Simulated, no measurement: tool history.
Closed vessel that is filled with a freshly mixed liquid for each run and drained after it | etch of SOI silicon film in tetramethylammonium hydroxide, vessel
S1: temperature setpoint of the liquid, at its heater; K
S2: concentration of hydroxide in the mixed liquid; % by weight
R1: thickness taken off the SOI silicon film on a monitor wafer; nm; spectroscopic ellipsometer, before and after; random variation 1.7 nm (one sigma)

{"run": 1, "hour": 0.0, "S1": 331.15, "S2": 9.5, "time in the liquid (s)": 85, "R1": 345.63}
{"run": 2, "hour": 1.6, "S1": 331.15, "S2": 7.5, "time in the liquid (s)": 85, "R1": 378.65}
{"run": 3, "hour": 6.7, "S1": 328.65, "S2": 8.5, "time in the liquid (s)": 85, "R1": 319.43}
{"run": 4, "hour": 7.8, "S1": 325.15, "S2": 8.5, "time in the liquid (s)": 85, "R1": 248.32}
{"hour": 12.7, "done": "thermometer replaced"}
{"run": 5, "hour": 12.7, "S1": 324.65, "S2": 9.0, "time in the liquid (s)": 85, "R1": 217.78}
{"run": 6, "hour": 14.2, "S1": 328.15, "S2": 9.0, "time in the liquid (s)": 85, "R1": 276.9}
{"run": 7, "hour": 16.8, "S1": 326.65, "S2": 9.0, "time in the liquid (s)": 85, "R1": 250.77}
{"run": 8, "hour": 23.7, "S1": 325.65, "S2": 9.0, "time in the liquid (s)": 85, "R1": 233.16}

The next listed run, before its measurement:
{"run": 9, "hour": 28.7, "S1": 325.15, "S2": 9.0, "time in the liquid (s)": 85, "R1": "?"}

Run 9 gave R1 223.18 nm.
